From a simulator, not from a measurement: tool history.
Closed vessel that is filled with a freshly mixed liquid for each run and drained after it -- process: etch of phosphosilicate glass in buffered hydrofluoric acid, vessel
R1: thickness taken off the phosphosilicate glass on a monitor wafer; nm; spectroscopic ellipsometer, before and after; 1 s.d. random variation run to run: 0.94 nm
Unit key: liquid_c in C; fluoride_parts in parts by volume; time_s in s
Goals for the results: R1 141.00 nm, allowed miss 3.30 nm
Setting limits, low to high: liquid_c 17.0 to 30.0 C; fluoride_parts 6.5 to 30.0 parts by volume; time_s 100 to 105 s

{"run": 1, "hour": 0.0, "liquid_c": 22.0, "fluoride_parts": 19.5, "time_s": 100, "R1": 255.59}
{"run": 2, "hour": 7.0, "liquid_c": 21.5, "fluoride_parts": 20.5, "time_s": 100, "R1": 240.72}
{"run": 3, "hour": 16.3, "liquid_c": 21.0, "fluoride_parts": 21.5, "time_s": 100, "R1": 220.45}
{"run": 4, "hour": 20.1, "liquid_c": 21.0, "fluoride_parts": 18.0, "time_s": 100, "R1": 263.41}
{"run": 5, "hour": 24.6, "liquid_c": 21.0, "fluoride_parts": 18.0, "time_s": 105, "R1": 271.52}
{"run": 6, "hour": 31.1, "liquid_c": 20.5, "fluoride_parts": 19.0, "time_s": 105, "R1": 250.57}
{"run": 7, "hour": 34.8, "liquid_c": 20.0, "fluoride_parts": 20.0, "time_s": 105, "R1": 236.61}
{"run": 8, "hour": 37.2, "liquid_c": 17.0, "fluoride_parts": 26.5, "time_s": 105, "R1": 161.69}
{"run": 9, "hour": 38.6, "liquid_c": 17.0, "fluoride_parts": 27.0, "time_s": 105, "R1": 162.1}
{"run": 10, "hour": 42.3, "liquid_c": 17.0, "fluoride_parts": 27.5, "time_s": 105, "R1": 157.59}
{"run": 11, "hour": 45.3, "liquid_c": 17.0, "fluoride_parts": 30.0, "time_s": 105, "R1": 147.53}

Exercise: of the 4 proposed moves below, exactly one satisfies all targets within the stated allowed misses. Which move is it?
{"run": "A", "hour": 48.3, "liquid_c": 17.0, "fluoride_parts": 28.0, "time_s": 100, "R1": "?"}
{"run": "B", "hour": 48.3, "liquid_c": 17.5, "fluoride_parts": 29.5, "time_s": 100, "R1": "?"}
{"run": "C", "hour": 48.3, "liquid_c": 18.0, "fluoride_parts": 30.0, "time_s": 100, "R1": "?"}
{"run": "D", "hour": 48.3, "liquid_c": 17.0, "fluoride_parts": 30.0, "time_s": 100, "R1": "?"}

move=A R1=149.26
move=B R1=148.14
move=C R1=150.67
move=D R1=142.29
A: misses by more than the last run did
B: misses by more than the last run did
C: misses by more than the last run did
D: all results in spec
Correct choice: D, which meets every target
